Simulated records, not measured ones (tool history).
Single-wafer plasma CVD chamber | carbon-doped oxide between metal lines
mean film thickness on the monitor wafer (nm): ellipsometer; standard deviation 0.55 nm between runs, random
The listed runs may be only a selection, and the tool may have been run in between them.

| run | hour | heater temperature setpoint (deg C) | chamber pressure (Pa) | RF power (W) | deposition time (s) | mean film thickness on the monitor wafer (nm) |
|---|---|---|---|---|---|---|
| 1 | 0 | 325 | 795 | 625 | 19 | 123.28 |
| 2 | 6.7 | 325 | 795 | 625 | 19 | 124.45 |
| 3 | 11.8 | 325 | 671 | 625 | 19 | 122.28 |
| 4 | 15.6 | 325 | 623 | 625 | 19 | 121.97 |
| 5 | 23 | 329 | 604 | 570 | 18.8 | 108.72 |
| 6 | 28.4 | 333 | 583 | 560 | 18.8 | 106.46 |

Run 7 is up next; what results do you expect?
| 7 | 29.3 | 336 | 563 | 540 | 18.8 | ? |

mean film thickness on the monitor wafer (nm): 100.13
